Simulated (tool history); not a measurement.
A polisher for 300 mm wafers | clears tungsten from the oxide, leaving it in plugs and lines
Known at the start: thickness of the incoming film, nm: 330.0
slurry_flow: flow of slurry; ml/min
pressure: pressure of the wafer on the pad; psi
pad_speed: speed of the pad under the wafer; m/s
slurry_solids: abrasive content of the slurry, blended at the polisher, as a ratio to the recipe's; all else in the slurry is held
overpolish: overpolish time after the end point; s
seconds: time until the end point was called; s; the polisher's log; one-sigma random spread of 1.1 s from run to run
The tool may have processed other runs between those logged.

run  hour  slurry_flow  pressure  pad_speed  slurry_solids  overpolish  seconds
  1   0.0          160       2.6       1.24            1.0          37   78.274
  2   3.0          160       2.6       1.24            1.0          40   78.264
  3   8.9          160       2.6       1.24            1.0          40   77.553
  4  12.6          160       2.5       1.24            1.0          40   81.900
  5  19.1          160       3.1       1.24            1.0          40   66.791
  6  27.0          160       3.1       1.04            1.0          40   77.858

Estimate the outcome of run 7 from the log above:
  7  29.0          160       3.0       1.04            1.0          40        ?

seconds: 78.725 s

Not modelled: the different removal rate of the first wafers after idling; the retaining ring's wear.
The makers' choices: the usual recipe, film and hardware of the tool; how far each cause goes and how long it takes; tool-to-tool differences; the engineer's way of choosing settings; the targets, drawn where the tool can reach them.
